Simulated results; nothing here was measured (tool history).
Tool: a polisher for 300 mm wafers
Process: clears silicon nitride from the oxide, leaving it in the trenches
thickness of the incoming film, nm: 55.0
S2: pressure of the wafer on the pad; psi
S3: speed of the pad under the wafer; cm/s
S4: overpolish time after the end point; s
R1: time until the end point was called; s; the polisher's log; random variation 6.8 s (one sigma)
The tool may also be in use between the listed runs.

run 1 hour=0.0 | flow_of_slurry_(ml/min)=240 S2=2.2 S3=86 S4=28 | R1=90.40
run 2 hour=0.9 | flow_of_slurry_(ml/min)=240 S2=2.2 S3=68 S4=28 | R1=117.25
run 3 hour=8.4 | flow_of_slurry_(ml/min)=240 S2=2.2 S3=68 S4=30 | R1=118.78
run 4 hour=9.1 | flow_of_slurry_(ml/min)=185 S2=2.2 S3=68 S4=30 | R1=125.62
run 5 hour=13.3 | flow_of_slurry_(ml/min)=220 S2=2.2 S3=68 S4=30 | R1=123.31
run 6 hour=19.3 | flow_of_slurry_(ml/min)=220 S2=1.8 S3=68 S4=30 | R1=138.86
run 7 hour=23.9 | flow_of_slurry_(ml/min)=195 S2=1.5 S3=58 S4=30 | R1=202.51

Run 8 comes next. What will it give?
run 8 hour=30.9 | flow_of_slurry_(ml/min)=190 S2=1.3 S3=52 S4=30 | R1=?

Run 8 gave R1 258.31 s.

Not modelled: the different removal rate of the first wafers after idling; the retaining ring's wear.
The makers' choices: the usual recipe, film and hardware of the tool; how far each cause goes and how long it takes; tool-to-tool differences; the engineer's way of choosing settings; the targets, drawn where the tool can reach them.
